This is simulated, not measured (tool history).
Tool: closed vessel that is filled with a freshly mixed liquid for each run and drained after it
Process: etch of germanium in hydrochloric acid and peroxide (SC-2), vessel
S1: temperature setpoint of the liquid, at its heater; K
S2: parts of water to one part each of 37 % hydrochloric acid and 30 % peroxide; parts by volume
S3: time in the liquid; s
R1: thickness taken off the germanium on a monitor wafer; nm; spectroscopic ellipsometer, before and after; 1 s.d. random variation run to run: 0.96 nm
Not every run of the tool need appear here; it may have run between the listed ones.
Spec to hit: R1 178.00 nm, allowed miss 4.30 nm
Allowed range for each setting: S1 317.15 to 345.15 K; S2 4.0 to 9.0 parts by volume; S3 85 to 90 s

run,day,S1,S2,S3,R1
1,0.000,333.15,5.0,85,253.05
2,0.108,330.65,5.0,85,237.04
3,0.225,330.65,6.5,85,235.38
4,0.571,330.65,5.5,85,236.29
5,0.717,328.65,5.5,85,223.97
6,0.908,328.65,5.0,85,223.13
7,1.050,327.15,5.0,85,213.12
8,1.371,320.15,5.0,85,168.84

Of the 4 settings listed for the next run, only one would bring every result within its allowed miss of target. Which one?
A,1.692,319.65,5.5,90,?
B,1.692,317.65,5.5,90,?
C,1.692,320.15,5.5,85,?
D,1.692,317.15,5.5,85,?

move,R1
A,176.27
B,164.98
C,169.23
D,153.23
A: meets every target
B: moves away from the targets compared with the last run
C: about as far from the targets as the last run
D: moves away from the targets compared with the last run
The right move is A.

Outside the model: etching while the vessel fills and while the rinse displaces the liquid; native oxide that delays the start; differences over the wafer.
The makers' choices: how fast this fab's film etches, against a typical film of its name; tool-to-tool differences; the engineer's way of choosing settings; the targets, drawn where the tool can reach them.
